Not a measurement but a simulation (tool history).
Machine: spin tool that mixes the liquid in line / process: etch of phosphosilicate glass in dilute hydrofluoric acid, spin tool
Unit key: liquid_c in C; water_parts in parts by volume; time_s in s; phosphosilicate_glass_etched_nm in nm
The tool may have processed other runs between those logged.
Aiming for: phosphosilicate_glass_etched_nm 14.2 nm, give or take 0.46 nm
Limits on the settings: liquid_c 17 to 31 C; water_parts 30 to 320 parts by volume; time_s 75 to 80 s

run,day,liquid_c,water_parts,time_s,phosphosilicate_glass_etched_nm
1,0,23,175,75,20.204
2,0.325,23,175,80,21.717
3,0.554,22,180,80,20.309
4,0.712,22,155,80,24.115
5,0.938,21,165,80,21.653
6,0.979,20.5,175,80,19.729
7,1.317,20,180,80,18.986
8,1.562,19.5,185,80,17.93
9,1.754,19,190,80,16.812
10,2.042,18.5,195,80,15.87
11,2.204,18,195,80,15.866

Which single option among these 4 for the next run brings every result within its allowed miss of target? Just one does.
A,2.367,22.5,215,75,?
B,2.367,18,215,80,?
C,2.367,20.5,200,75,?
D,2.367,17,185,75,?

move,phosphosilicate_glass_etched_nm
A,15.582
B,14.034
C,15.808
D,15.159
A: closes in on the targets versus the last run, not all within tolerance yet
B: each result inside its tolerance
C: neither nearer nor further off than the last run
D: closes in on the targets versus the last run, not all within tolerance yet
B meets every target.
